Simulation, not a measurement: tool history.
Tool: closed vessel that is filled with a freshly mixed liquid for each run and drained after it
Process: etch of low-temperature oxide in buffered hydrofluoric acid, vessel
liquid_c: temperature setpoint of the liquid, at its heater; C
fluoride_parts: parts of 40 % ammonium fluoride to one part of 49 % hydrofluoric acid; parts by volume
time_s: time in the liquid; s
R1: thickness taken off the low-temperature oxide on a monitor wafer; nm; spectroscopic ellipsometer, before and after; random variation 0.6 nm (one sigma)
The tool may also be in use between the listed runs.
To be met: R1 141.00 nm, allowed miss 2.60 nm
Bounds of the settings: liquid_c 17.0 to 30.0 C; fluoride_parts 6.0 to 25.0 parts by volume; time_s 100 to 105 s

Run 1, hour 0.0: liquid_c 22.0 C, fluoride_parts 15.5 parts by volume, time_s 100 s. Result: R1 204.07 nm.
Run 2, hour 9.3: liquid_c 22.0 C, fluoride_parts 12.5 parts by volume, time_s 100 s. Result: R1 251.91 nm.
Run 3, hour 18.2: liquid_c 22.0 C, fluoride_parts 12.5 parts by volume, time_s 100 s. Result: R1 252.72 nm.
Run 4, hour 26.2: liquid_c 22.0 C, fluoride_parts 12.5 parts by volume, time_s 100 s. Result: R1 250.29 nm.
Run 5, hour 33.8: liquid_c 21.0 C, fluoride_parts 13.5 parts by volume, time_s 100 s. Result: R1 221.90 nm.
Run 6, hour 35.0: liquid_c 21.0 C, fluoride_parts 13.5 parts by volume, time_s 100 s. Result: R1 221.90 nm.
Run 7, hour 39.0: liquid_c 17.0 C, fluoride_parts 18.0 parts by volume, time_s 100 s. Result: R1 133.36 nm.
Run 8, hour 39.8: liquid_c 17.5 C, fluoride_parts 18.0 parts by volume, time_s 100 s. Result: R1 137.23 nm.

5 next moves are on the table. One of them brings every result within its allowed miss. Which?
Run A, hour 40.6: liquid_c 18.0 C, fluoride_parts 18.0 parts by volume, time_s 100 s. Result: R1 ?.
Run B, hour 40.6: liquid_c 20.5 C, fluoride_parts 22.5 parts by volume, time_s 100 s. Result: R1 ?.
Run C, hour 40.6: liquid_c 20.5 C, fluoride_parts 21.5 parts by volume, time_s 105 s. Result: R1 ?.
Run D, hour 40.6: liquid_c 19.5 C, fluoride_parts 18.5 parts by volume, time_s 100 s. Result: R1 ?.
Run E, hour 40.6: liquid_c 18.0 C, fluoride_parts 18.0 parts by volume, time_s 105 s. Result: R1 ?.

move      R1
   A  141.11
   B  135.00
   C  146.27
   D  149.51
   E  148.17
A: meets every target
B: further off than the last run
C: takes the result that was furthest off past its target
D: takes the result that was furthest off past its target
E: takes the result that was furthest off past its target
Move A is the one to make.
